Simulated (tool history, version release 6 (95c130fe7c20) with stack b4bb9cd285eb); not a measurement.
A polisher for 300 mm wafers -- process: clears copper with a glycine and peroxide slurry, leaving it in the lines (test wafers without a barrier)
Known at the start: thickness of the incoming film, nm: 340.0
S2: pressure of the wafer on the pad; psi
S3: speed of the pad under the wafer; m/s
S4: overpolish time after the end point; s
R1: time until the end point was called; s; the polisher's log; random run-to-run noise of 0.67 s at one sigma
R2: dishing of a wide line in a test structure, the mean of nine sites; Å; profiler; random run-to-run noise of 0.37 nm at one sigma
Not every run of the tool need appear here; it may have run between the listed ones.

run 1 hour=0.0 | flow_of_slurry_(ml/min)=295 S2=2.9 S3=0.84 S4=20 | R1=64.783 R2=339.21
run 2 hour=8.1 | flow_of_slurry_(ml/min)=295 S2=2.9 S3=0.84 S4=26 | R1=65.066 R2=339.63
run 3 hour=13.4 | flow_of_slurry_(ml/min)=295 S2=2.9 S3=1.02 S4=26 | R1=57.076 R2=350.08
run 4 hour=15.1 | flow_of_slurry_(ml/min)=295 S2=2.9 S3=0.84 S4=26 | R1=65.487 R2=349.09
run 5 hour=16.5 | flow_of_slurry_(ml/min)=295 S2=2.9 S3=0.84 S4=23 | R1=65.643 R2=340.95
run 6 hour=23.5 | flow_of_slurry_(ml/min)=295 S2=3.3 S3=0.84 S4=23 | R1=58.268 R2=350.64
run 7 hour=32.1 | flow_of_slurry_(ml/min)=285 S2=3.2 S3=0.88 S4=21 | R1=58.512 R2=346.37
run 8 hour=35.4 | flow_of_slurry_(ml/min)=300 S2=3.0 S3=0.92 S4=19 | R1=60.348 R2=329.85

What does the tool deliver on the next run?
run 9 hour=36.1 | flow_of_slurry_(ml/min)=305 S2=2.6 S3=0.94 S4=9 | R1=? R2=?

{"run 9": {"R1": 67.577, "R2": 231.53}}

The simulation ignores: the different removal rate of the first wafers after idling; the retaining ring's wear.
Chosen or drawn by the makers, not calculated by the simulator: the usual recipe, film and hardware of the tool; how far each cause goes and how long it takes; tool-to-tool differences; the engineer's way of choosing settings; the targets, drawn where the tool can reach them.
